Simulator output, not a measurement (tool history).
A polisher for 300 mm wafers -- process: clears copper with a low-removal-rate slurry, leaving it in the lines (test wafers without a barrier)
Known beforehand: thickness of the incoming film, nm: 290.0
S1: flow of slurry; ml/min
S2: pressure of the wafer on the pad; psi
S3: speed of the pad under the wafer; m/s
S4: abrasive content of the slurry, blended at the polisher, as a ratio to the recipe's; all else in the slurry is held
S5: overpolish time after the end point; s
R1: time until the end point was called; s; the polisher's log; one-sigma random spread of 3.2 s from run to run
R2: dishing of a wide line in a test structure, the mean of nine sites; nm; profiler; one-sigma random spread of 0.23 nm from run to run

run 1 hour=0.0 | S1=275 S2=3.9 S3=0.90 S4=1.00 S5=27 | R1=79.500 R2=71.8460
run 2 hour=4.0 | S1=275 S2=3.4 S3=0.90 S4=1.00 S5=27 | R1=89.971 R2=63.9530
run 3 hour=11.1 | S1=250 S2=3.4 S3=0.90 S4=1.00 S5=27 | R1=92.840 R2=61.1030
run 4 hour=13.4 | S1=250 S2=3.4 S3=1.12 S4=1.00 S5=27 | R1=73.555 R2=74.4230
run 5 hour=14.3 | S1=240 S2=3.2 S3=1.06 S4=1.00 S5=25 | R1=82.941 R2=64.7430
run 6 hour=19.4 | S1=305 S2=3.2 S3=1.06 S4=1.00 S5=25 | R1=80.747 R2=66.3100
run 7 hour=25.0 | S1=290 S2=3.1 S3=1.00 S4=1.05 S5=23 | R1=88.755 R2=58.6690
run 8 hour=31.0 | S1=275 S2=3.0 S3=0.96 S4=1.00 S5=21 | R1=96.551 R2=50.5970
run 9 hour=34.5 | S1=265 S2=2.9 S3=0.92 S4=0.95 S5=20 | R1=102.390 R2=44.4670
run 10 hour=36.7 | S1=255 S2=2.8 S3=0.88 S4=0.90 S5=19 | R1=110.110 R2=39.3650
run 11 hour=41.2 | S1=245 S2=2.7 S3=0.84 S4=0.85 S5=18 | R1=121.540 R2=34.7010
run 12 hour=47.0 | S1=170 S2=1.8 S3=0.68 S4=0.60 S5=8 | R1=237.060 R2=8.6842
run 13 hour=49.5 | S1=170 S2=1.9 S3=0.68 S4=0.60 S5=8 | R1=237.680 R2=8.9527
run 14 hour=56.9 | S1=170 S2=1.9 S3=0.68 S4=0.60 S5=8 | R1=244.240 R2=9.0078
run 15 hour=58.5 | S1=170 S2=2.0 S3=0.70 S4=0.60 S5=8 | R1=221.150 R2=9.3941
run 16 hour=60.7 | S1=175 S2=2.1 S3=0.70 S4=0.60 S5=8 | R1=207.620 R2=9.8519
run 17 hour=67.0 | S1=180 S2=2.1 S3=0.70 S4=0.60 S5=8 | R1=201.940 R2=9.9426
run 18 hour=69.7 | S1=185 S2=2.8 S3=0.70 S4=0.60 S5=11 | R1=169.430 R2=17.1620
run 19 hour=72.2 | S1=185 S2=2.7 S3=0.72 S4=0.60 S5=11 | R1=174.260 R2=16.5300
run 20 hour=77.9 | S1=185 S2=2.6 S3=0.74 S4=0.60 S5=11 | R1=166.800 R2=16.7330

Run 21 has not been measured yet. What should we expect?
run 21 hour=85.1 | S1=185 S2=2.6 S3=0.74 S4=0.65 S5=11 | R1=? R2=?

Run 21 produced R1 159.070 s, R2 17.2000 nm.
